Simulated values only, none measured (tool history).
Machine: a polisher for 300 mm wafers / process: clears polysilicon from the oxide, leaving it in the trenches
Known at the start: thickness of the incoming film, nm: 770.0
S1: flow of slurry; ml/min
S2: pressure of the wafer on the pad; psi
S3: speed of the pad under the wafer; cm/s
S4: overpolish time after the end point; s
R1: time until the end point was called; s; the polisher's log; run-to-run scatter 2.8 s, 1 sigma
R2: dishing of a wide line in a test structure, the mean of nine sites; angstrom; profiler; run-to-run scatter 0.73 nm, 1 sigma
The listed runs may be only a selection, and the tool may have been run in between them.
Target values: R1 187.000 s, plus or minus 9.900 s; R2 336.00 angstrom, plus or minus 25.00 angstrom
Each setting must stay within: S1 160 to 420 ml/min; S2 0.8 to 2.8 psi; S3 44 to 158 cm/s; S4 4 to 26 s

run,day,S1,S2,S3,S4,R1,R2
1,0.000,270,1.8,100,13,86.471,461.64
2,0.071,270,1.7,96,12,94.389,448.36
3,0.408,270,1.7,96,7,96.081,343.68
4,0.658,270,1.6,94,7,105.690,333.70
5,0.783,315,1.6,94,7,98.905,324.36
# day 0.825: head pressure recalibrated
6,0.825,315,1.6,94,4,96.036,241.00
7,0.958,310,1.1,72,10,164.100,299.97
8,1.033,300,1.1,72,10,164.950,308.23
9,1.242,295,1.1,72,10,164.500,304.48
10,1.388,295,1.1,72,10,167.240,296.41
11,1.592,285,1.1,72,10,162.840,308.74
12,1.742,255,0.8,70,16,229.870,324.47
13,1.871,260,0.8,70,16,235.360,345.18
14,1.896,265,0.8,70,16,235.960,340.51

Next run, 4 choices. One meets every target within its allowed miss, the rest don't. Which?
A,1.921,265,0.8,64,17,?,?
B,1.921,270,0.9,80,13,?,?
C,1.921,240,0.8,50,20,?,?
D,1.921,170,1.1,78,14,?,?

move,R1,R2
A,242.770,318.87
B,183.470,320.94
C,291.290,315.42
D,160.630,356.48
A: the biggest miss grows against the last run
B: every result within its allowed miss
C: the biggest miss grows against the last run
D: carries the result that was furthest off beyond its target, to the other side
Correct choice: B, which meets every target
